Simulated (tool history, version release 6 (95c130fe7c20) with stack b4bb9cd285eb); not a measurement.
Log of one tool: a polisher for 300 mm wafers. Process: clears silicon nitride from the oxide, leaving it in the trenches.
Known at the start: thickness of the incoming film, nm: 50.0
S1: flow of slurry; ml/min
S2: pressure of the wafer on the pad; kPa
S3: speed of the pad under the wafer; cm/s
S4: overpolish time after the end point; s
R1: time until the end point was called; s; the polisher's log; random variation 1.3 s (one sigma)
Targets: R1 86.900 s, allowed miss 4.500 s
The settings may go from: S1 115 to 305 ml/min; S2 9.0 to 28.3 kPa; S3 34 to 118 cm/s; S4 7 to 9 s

Run 1, hour 0.0: S1 195 ml/min, S2 18.6 kPa, S3 76 cm/s, S4 9 s. Result: R1 68.109 s.
Run 2, hour 4.9: S1 195 ml/min, S2 18.6 kPa, S3 94 cm/s, S4 9 s. Result: R1 56.121 s.
Run 3, hour 12.0: S1 195 ml/min, S2 18.6 kPa, S3 108 cm/s, S4 9 s. Result: R1 49.728 s.
Run 4, hour 19.0: S1 195 ml/min, S2 17.2 kPa, S3 108 cm/s, S4 9 s. Result: R1 53.892 s.
Run 5, hour 23.2: S1 195 ml/min, S2 15.2 kPa, S3 106 cm/s, S4 9 s. Result: R1 61.197 s.
Run 6, hour 28.3: S1 195 ml/min, S2 15.2 kPa, S3 106 cm/s, S4 9 s. Result: R1 61.791 s.
Run 7, hour 31.3: S1 195 ml/min, S2 13.8 kPa, S3 106 cm/s, S4 9 s. Result: R1 66.455 s.
Run 8, hour 32.8: S1 195 ml/min, S2 12.4 kPa, S3 106 cm/s, S4 9 s. Result: R1 74.814 s.

Which of these 5 next moves meets every target?
Run A, hour 34.3: S1 220 ml/min, S2 11.7 kPa, S3 104 cm/s, S4 9 s. Result: R1 ?.
Run B, hour 34.3: S1 205 ml/min, S2 9.0 kPa, S3 108 cm/s, S4 9 s. Result: R1 ?.
Run C, hour 34.3: S1 115 ml/min, S2 13.1 kPa, S3 110 cm/s, S4 9 s. Result: R1 ?.
Run D, hour 34.3: S1 190 ml/min, S2 10.3 kPa, S3 94 cm/s, S4 9 s. Result: R1 ?.
Run E, hour 34.3: S1 170 ml/min, S2 11.0 kPa, S3 104 cm/s, S4 9 s. Result: R1 ?.

move      R1
   A  76.268
   B  95.879
   C  71.807
   D  95.528
   E  83.462
A: nearer than the last run, and not there yet
B: takes the result that was furthest off past its target
C: further off than the last run
D: takes the result that was furthest off past its target
E: meets every target
Answer: E

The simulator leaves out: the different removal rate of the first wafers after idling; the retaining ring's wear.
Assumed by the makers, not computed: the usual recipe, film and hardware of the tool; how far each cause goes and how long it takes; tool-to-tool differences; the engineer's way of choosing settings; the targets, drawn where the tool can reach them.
